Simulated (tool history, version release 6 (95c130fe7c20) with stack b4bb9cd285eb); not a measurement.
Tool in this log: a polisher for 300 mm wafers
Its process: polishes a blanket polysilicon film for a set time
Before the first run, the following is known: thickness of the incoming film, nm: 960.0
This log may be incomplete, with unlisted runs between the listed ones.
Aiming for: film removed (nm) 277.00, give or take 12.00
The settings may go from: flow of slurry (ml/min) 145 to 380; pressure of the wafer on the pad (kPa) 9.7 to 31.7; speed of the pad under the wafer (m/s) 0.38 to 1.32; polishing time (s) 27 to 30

run  hour  flow of slurry (ml/min)  pressure of the wafer on the pad (kPa)  speed of the pad under the wafer (m/s)  polishing time (s)  film removed (nm)
  1   0.0                      245                                    20.7                                    0.84                  30             228.50
  2   6.1                      245                                    21.4                                    0.84                  30             234.90
  3  13.6                      245                                    21.4                                    0.84                  27             209.93
  4  18.0                      245                                    21.4                                    0.64                  27             174.31
  5  20.9                      245                                    22.8                                    0.64                  27             185.55
  6  25.4                      245                                    24.1                                    0.64                  27             199.06
  7  29.9                      245                                    24.8                                    0.64                  27             203.71
  8  34.6                      245                                    25.5                                    0.64                  27             209.05
  9  41.2                      245                                    26.2                                    0.64                  27             208.49
 10  50.0                      245                                    26.2                                    0.64                  27             210.34
 11  51.7                      245                                    31.7                                    0.66                  27             259.75
 12  58.9                      245                                    31.7                                    0.66                  27             256.92
 13  62.3                      245                                    31.7                                    0.68                  27             255.12
 14  67.0                      245                                    31.7                                    0.70                  27             262.94

Exercise: of the 5 proposed moves below, exactly one satisfies all targets within the stated allowed misses. Which move is it?
  A  71.7                      250                                    31.7                                    0.66                  29                  ?
  B  71.7                      340                                    31.7                                    0.72                  29                  ?
  C  71.7                      190                                    31.7                                    0.84                  28                  ?
  D  71.7                      220                                    31.7                                    0.74                  30                  ?
  E  71.7                      285                                    27.6                                    0.84                  30                  ?

move  film removed (nm)
   A             278.72
   B             304.39
   C             305.36
   D             306.22
   E             304.11
A: each result inside its tolerance
B: pushes the last run's worst result past its target
C: pushes the last run's worst result past its target
D: pushes the last run's worst result past its target
E: pushes the last run's worst result past its target
Answer: A
